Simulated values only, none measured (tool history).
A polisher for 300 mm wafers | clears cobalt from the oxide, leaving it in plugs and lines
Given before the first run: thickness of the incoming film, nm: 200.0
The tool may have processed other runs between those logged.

run,hour,flow of slurry (ml/min),pressure of the wafer on the pad (psi),speed of the pad under the wafer (m/s),overpolish time after the end point (s),time until the end point was called (s),dishing of a wide line in a test structure (nm)
1,0.0,265,2.2,1.20,14,25.579,43.323
2,1.5,265,2.0,1.20,13,28.056,39.693
3,7.2,265,2.0,1.20,11,28.318,38.227
4,13.3,265,2.3,1.20,11,24.467,41.230
5,20.1,265,2.1,1.20,11,26.572,38.880
6,25.7,265,2.1,1.20,16,26.252,43.920

What will run 7 give?
7,33.2,265,1.9,1.20,16,?,?

{"run 7": {"time until the end point was called (s)": 29.355, "dishing of a wide line in a test structure (nm)": 44.308}}
